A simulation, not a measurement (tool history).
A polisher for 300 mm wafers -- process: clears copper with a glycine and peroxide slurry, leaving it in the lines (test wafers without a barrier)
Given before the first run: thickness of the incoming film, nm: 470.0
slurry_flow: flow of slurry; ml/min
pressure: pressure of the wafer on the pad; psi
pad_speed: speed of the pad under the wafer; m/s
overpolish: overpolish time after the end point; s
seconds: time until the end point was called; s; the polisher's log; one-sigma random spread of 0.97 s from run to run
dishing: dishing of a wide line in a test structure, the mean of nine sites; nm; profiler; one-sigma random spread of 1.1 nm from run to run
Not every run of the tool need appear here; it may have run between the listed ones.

run	day	slurry_flow	pressure	pad_speed	overpolish	seconds	dishing
1	0	210	2.5	1.2	15	61.444	73.776
2	0.292	210	2.5	1.2	21	61.719	97.439
3	0.542	210	2.3	1.2	21	66.066	94.375
4	0.779	210	2.9	1.2	21	54.499	106.56
5	0.829	210	2.6	1.2	21	58.816	98.918
6	1.179	210	2.6	1.2	26	59.935	112.81
7	1.408	210	2.4	1.2	25	63.857	106.7
# day 1.6: head pressure recalibrated
8	1.6	210	2.2	1.2	24	73.867	93.456
9	1.921	210	2.1	1.2	23	77.361	85.832
10	1.992	210	2	1.2	23	79.908	82.44

Run 11, settings as shown, results not yet in. Your forecast:
11	2.192	210	1.9	1.2	23	?	?

seconds: 82.74 s
dishing: 80.333 nm

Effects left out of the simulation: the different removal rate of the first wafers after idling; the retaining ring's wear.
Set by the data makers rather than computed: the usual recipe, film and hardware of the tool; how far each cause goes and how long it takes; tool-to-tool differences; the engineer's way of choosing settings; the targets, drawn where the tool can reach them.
